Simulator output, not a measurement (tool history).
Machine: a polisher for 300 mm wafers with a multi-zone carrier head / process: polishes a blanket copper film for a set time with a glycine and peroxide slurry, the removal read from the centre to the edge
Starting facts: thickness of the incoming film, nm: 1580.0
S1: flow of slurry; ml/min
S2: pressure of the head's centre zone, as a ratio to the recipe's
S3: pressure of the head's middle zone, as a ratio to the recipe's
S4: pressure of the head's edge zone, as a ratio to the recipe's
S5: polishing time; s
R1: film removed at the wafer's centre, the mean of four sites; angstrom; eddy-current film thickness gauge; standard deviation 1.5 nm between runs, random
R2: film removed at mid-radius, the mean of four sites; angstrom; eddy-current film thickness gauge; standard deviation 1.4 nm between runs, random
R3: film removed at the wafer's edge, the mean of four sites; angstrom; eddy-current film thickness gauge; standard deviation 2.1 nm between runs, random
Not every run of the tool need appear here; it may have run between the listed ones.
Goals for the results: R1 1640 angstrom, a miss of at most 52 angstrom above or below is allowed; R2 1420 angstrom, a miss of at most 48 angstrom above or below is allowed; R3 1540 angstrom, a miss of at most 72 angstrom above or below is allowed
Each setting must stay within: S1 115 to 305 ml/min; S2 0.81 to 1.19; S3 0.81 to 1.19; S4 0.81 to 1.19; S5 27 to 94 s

run  hour   S1    S2    S3    S4  S5      R1      R2      R3
  1     0  195     1     1     1  60  2555.6  2511.3  2505.9
  2   0.9  190     1  0.97  0.97  55  2354.5  2267.5  2312.9
  3     6  190  1.01  0.95  0.96  50    2133    1975  2121.2
  4   9.7  190  1.02  0.95  0.94  46  2014.3  1792.7  1938.9
  5  18.1  185  1.02  0.95  0.92  44  1911.2  1726.4  1798.8
  6  25.3  175  1.01  0.93   0.9  43  1834.5  1635.2    1731
  7  29.5  165     1  0.91  0.88  43  1777.3  1596.1  1670.7
  8  38.2  160     1  0.89  0.87  43  1786.7    1551  1676.8
  9  46.3  155  0.99  0.88  0.86  43  1717.3  1511.9  1665.9
 10    48  150  0.99  0.88  0.85  43  1724.5  1522.3  1653.1
 11  52.8  145  0.99  0.88  0.84  43  1712.6  1535.1  1617.3
 12  55.8  140  0.99  0.87  0.83  43  1691.8  1493.8  1649.7
 13  59.8  145  0.99  0.87  0.83  42  1670.3  1493.5  1572.1

Of the 5 settings listed for the next run, only one would bring every result within its allowed miss of target. Which one?
  A  63.8  155  0.99  0.86  0.82  40   ?   ?   ?
  B  63.8  190  1.07  0.96  0.82  39   ?   ?   ?
  C  63.8  195  0.93   0.9  0.81  41   ?   ?   ?
  D  63.8  170  0.99  1.05  0.81  39   ?   ?   ?
  E  63.8  175  1.07  0.85  0.83  41   ?   ?   ?

move      R1      R2      R3
   A  1631.9    1407  1505.5
   B  1790.3  1555.4  1503.6
   C  1640.6  1556.8  1578.1
   D  1623.3  1648.4    1474
   E  1853.1  1458.7  1576.1
A: in spec on every target
B: further off than the last run
C: further off than the last run
D: further off than the last run
E: the furthest-off result lands on target, but another misses its tolerance
Answer: A
